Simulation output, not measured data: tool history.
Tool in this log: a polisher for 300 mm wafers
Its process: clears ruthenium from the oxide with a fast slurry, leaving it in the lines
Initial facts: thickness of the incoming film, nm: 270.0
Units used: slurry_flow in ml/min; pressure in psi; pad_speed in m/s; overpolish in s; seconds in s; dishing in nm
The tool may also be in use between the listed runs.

{"run": 1, "day": 0.0, "slurry_flow": 295, "pressure": 3.2, "pad_speed": 1.24, "slurry_solids": 1.0, "overpolish": 11, "seconds": 49.349, "dishing": 48.725}
{"run": 2, "day": 0.292, "slurry_flow": 295, "pressure": 3.3, "pad_speed": 1.24, "slurry_solids": 1.0, "overpolish": 12, "seconds": 50.106, "dishing": 54.232}
{"run": 3, "day": 0.55, "slurry_flow": 295, "pressure": 3.3, "pad_speed": 1.24, "slurry_solids": 1.2, "overpolish": 12, "seconds": 43.941, "dishing": 56.011}
{"run": 4, "day": 0.742, "slurry_flow": 295, "pressure": 3.3, "pad_speed": 0.92, "slurry_solids": 1.2, "overpolish": 12, "seconds": 54.216, "dishing": 50.004}
{"run": 5, "day": 0.954, "slurry_flow": 295, "pressure": 3.3, "pad_speed": 0.7, "slurry_solids": 1.2, "overpolish": 12, "seconds": 63.652, "dishing": 42.931}
{"run": 6, "day": 1.025, "slurry_flow": 295, "pressure": 3.3, "pad_speed": 0.56, "slurry_solids": 1.2, "overpolish": 12, "seconds": 72.924, "dishing": 38.036}
{"run": 7, "day": 1.079, "slurry_flow": 295, "pressure": 4.2, "pad_speed": 0.76, "slurry_solids": 1.2, "overpolish": 16, "seconds": 46.602, "dishing": 70.335}

Run 8 has not been measured yet. What should we expect?
{"run": 8, "day": 1.154, "slurry_flow": 295, "pressure": 4.5, "pad_speed": 0.78, "slurry_solids": 1.2, "overpolish": 17, "seconds": "?", "dishing": "?"}

seconds: 43.677 s
dishing: 77.815 nm

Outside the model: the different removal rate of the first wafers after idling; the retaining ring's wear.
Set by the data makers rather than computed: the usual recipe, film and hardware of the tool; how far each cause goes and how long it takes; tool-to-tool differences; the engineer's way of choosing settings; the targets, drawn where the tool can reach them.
